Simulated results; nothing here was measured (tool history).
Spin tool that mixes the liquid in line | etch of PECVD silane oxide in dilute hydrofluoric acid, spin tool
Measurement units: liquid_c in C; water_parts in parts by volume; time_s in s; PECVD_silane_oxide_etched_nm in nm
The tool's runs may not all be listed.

| run | day | liquid_c | water_parts | time_s | PECVD_silane_oxide_etched_nm |
|---|---|---|---|---|---|
| 1 | 0.000 | 20.0 | 120 | 200 | 71.591 |
| 2 | 0.083 | 20.0 | 90 | 200 | 98.931 |
| 3 | 0.142 | 20.0 | 90 | 200 | 99.514 |
| 4 | 0.300 | 19.5 | 100 | 200 | 85.575 |
| 5 | 0.396 | 19.0 | 105 | 200 | 79.604 |
| 6 | 0.658 | 19.0 | 105 | 200 | 79.839 |

Run 7 has not been measured yet. What should we expect?
| 7 | 1.017 | 18.5 | 110 | 200 | ? |

Run 7 gave PECVD_silane_oxide_etched_nm 73.902 nm.
